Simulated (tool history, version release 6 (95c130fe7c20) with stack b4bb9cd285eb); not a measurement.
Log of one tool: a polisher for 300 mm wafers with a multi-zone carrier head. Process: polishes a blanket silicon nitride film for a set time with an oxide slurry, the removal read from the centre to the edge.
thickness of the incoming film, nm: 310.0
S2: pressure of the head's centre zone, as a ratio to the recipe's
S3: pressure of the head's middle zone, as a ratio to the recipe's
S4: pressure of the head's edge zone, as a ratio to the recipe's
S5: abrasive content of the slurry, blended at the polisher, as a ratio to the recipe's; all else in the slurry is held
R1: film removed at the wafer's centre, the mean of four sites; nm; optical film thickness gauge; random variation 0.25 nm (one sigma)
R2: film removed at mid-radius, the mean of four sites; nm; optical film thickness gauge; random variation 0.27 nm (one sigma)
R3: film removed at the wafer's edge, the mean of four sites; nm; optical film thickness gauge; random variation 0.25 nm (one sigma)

run 1 hour=0 | flow_of_slurry_(ml/min)=270 S2=1 S3=1 S4=1 S5=1 polishing_time_(s)=70 | R1=33.804 R2=34.891 R3=33.375
run 2 hour=7.6 | flow_of_slurry_(ml/min)=270 S2=1 S3=1 S4=1 S5=1 polishing_time_(s)=80 | R1=39.047 R2=40.025 R3=37.555
run 3 hour=8.4 | flow_of_slurry_(ml/min)=265 S2=1.01 S3=0.96 S4=0.97 S5=0.9 polishing_time_(s)=78 | R1=37.053 R2=37.167 R3=34.872
run 4 hour=14.8 | flow_of_slurry_(ml/min)=265 S2=1.03 S3=0.93 S4=0.98 S5=0.8 polishing_time_(s)=74 | R1=35.082 R2=32.989 R3=31.788
run 5 hour=21 | flow_of_slurry_(ml/min)=265 S2=1.03 S3=0.91 S4=0.99 S5=0.75 polishing_time_(s)=72 | R1=32.891 R2=31.453 R3=30.854
run 6 hour=23.1 | flow_of_slurry_(ml/min)=265 S2=1.03 S3=0.91 S4=0.93 S5=0.75 polishing_time_(s)=72 | R1=33.31 R2=30.93 R3=30.162
run 7 hour=27.1 | flow_of_slurry_(ml/min)=260 S2=1.03 S3=0.89 S4=0.93 S5=0.7 polishing_time_(s)=70 | R1=31.826 R2=29.825 R3=28.86
run 8 hour=32.4 | flow_of_slurry_(ml/min)=265 S2=1.04 S3=0.87 S4=0.95 S5=0.65 polishing_time_(s)=68 | R1=30.555 R2=27.869 R3=27.301
run 9 hour=40.8 | flow_of_slurry_(ml/min)=260 S2=1.05 S3=0.86 S4=0.98 S5=0.6 polishing_time_(s)=67 | R1=29.6 R2=26.447 R3=27.085
run 10 hour=49.7 | flow_of_slurry_(ml/min)=255 S2=1.05 S3=0.85 S4=0.97 S5=0.6 polishing_time_(s)=66 | R1=28.778 R2=26.166 R3=26.123
-- hour=54 edge zone pressure recalibrated
run 11 hour=54 | flow_of_slurry_(ml/min)=255 S2=1.06 S3=0.84 S4=0.98 S5=0.6 polishing_time_(s)=65 | R1=28.698 R2=25.339 R3=27.482
run 12 hour=62.7 | flow_of_slurry_(ml/min)=255 S2=1.06 S3=0.83 S4=0.96 S5=0.6 polishing_time_(s)=65 | R1=29.094 R2=25.061 R3=27.537
run 13 hour=70.6 | flow_of_slurry_(ml/min)=255 S2=1.06 S3=0.83 S4=0.95 S5=0.6 polishing_time_(s)=65 | R1=28.701 R2=25.928 R3=27.491

Forecast run 14:
run 14 hour=73.7 | flow_of_slurry_(ml/min)=265 S2=1.06 S3=0.84 S4=0.97 S5=0.6 polishing_time_(s)=65 | R1=? R2=? R3=?

{"run 14": {"R1": 28.839, "R2": 25.056, "R3": 27.912}}
